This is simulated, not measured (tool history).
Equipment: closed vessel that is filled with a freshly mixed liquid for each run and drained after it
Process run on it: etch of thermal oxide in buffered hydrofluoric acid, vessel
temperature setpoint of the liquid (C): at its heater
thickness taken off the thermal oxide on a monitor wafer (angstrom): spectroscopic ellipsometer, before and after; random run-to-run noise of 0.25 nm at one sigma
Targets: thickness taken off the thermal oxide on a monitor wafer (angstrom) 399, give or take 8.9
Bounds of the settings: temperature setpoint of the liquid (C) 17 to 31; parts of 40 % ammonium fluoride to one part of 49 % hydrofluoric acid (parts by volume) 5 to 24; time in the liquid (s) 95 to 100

run  hour  temperature setpoint of the liquid (C)  parts of 40 % ammonium fluoride to one part of 49 % hydrofluoric acid (parts by volume)  time in the liquid (s)  thickness taken off the thermal oxide on a monitor wafer (angstrom)
  1     0                                      23                                                                                     14.5                      95                                                               710.48
  2   8.2                                      23                                                                                     10.5                      95                                                               968.14
  3  11.3                                    21.5                                                                                       12                      95                                                               779.21
  4  13.7                                    21.5                                                                                       12                      95                                                               788.22
  5  17.1                                    20.5                                                                                       13                      95                                                               681.39
  6  21.5                                    20.5                                                                                       16                      95                                                               552.82
  7  29.2                                    19.5                                                                                     16.5                      95                                                               505.93
  8  33.8                                      19                                                                                       17                      95                                                               480.18
  9  38.2                                    18.5                                                                                       17                      95                                                               469.39
 10  39.3                                      18                                                                                     17.5                      95                                                               442.03
 11  44.4                                    17.5                                                                                       18                      95                                                               418.92

Pick the move, out of 5, that brings all results within their allowed miss; only one does.
  A  49.5                                      18                                                                                     18.5                      95                                                                    ?
  B  49.5                                      20                                                                                       23                     100                                                                    ?
  C  49.5                                    18.5                                                                                     21.5                      95                                                                    ?
  D  49.5                                      18                                                                                     19.5                      95                                                                    ?
  E  49.5                                      17                                                                                     18.5                     100                                                                    ?

move  thickness taken off the thermal oxide on a monitor wafer (angstrom)
   A                                                               416.13
   B                                                               412.33
   C                                                               377.05
   D                                                               395.02
   E                                                               413.73
A: closes in on the targets versus the last run, not all within tolerance yet
B: closes in on the targets versus the last run, not all within tolerance yet
C: moves the result that the last run missed by most past its target, out the other side
D: every result within its allowed miss
E: closes in on the targets versus the last run, not all within tolerance yet
Move D is the one to make.

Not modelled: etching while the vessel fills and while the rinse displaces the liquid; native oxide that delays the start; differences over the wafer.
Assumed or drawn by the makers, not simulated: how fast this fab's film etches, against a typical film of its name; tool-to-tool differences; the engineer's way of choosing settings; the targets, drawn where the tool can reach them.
